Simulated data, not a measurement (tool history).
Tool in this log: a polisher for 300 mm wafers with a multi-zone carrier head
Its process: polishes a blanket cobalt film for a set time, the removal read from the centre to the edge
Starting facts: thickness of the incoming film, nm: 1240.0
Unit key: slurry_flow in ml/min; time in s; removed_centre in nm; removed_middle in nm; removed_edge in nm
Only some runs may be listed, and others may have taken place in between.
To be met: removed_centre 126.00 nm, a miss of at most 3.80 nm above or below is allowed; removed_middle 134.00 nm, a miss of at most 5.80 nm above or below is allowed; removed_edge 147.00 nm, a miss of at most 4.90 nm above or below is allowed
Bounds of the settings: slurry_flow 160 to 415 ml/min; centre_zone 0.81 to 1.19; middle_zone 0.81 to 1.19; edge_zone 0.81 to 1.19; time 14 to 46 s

run,hour,slurry_flow,centre_zone,middle_zone,edge_zone,time,removed_centre,removed_middle,removed_edge
1,0.0,265,1.00,1.00,1.00,30,192.23,184.89,186.85
2,5.7,265,1.04,1.00,1.00,30,201.28,178.47,190.72
3,13.7,265,1.04,1.04,1.00,30,201.53,191.41,185.16
4,19.1,255,0.97,0.99,0.98,28,176.52,166.76,175.33
5,24.8,255,0.88,0.99,0.98,28,157.09,166.58,174.64
6,27.5,245,0.86,0.98,0.96,26,142.19,156.21,158.12
7,36.3,235,0.84,0.95,0.95,25,133.66,144.70,149.78
8,38.7,225,0.83,0.93,0.96,25,131.47,139.59,150.03
9,42.4,225,0.83,0.93,0.96,25,131.32,142.51,150.77

Pick the move, out of 4, that brings all results within their allowed miss; only one does.
A,46.1,195,0.81,1.05,0.94,25,?,?,?
B,46.1,160,0.84,0.91,0.94,26,?,?,?
C,46.1,275,0.89,0.88,1.03,24,?,?,?
D,46.1,255,0.91,0.93,0.93,25,?,?,?

move,removed_centre,removed_middle,removed_edge
A,123.63,151.18,147.12
B,127.51,134.03,149.00
C,137.68,131.34,153.40
D,145.24,141.95,151.04
A: moves away from the targets compared with the last run
B: all results land within tolerance of their targets
C: the worst result of the last run now meets its target, but another is out of spec
D: moves away from the targets compared with the last run
Answer: B
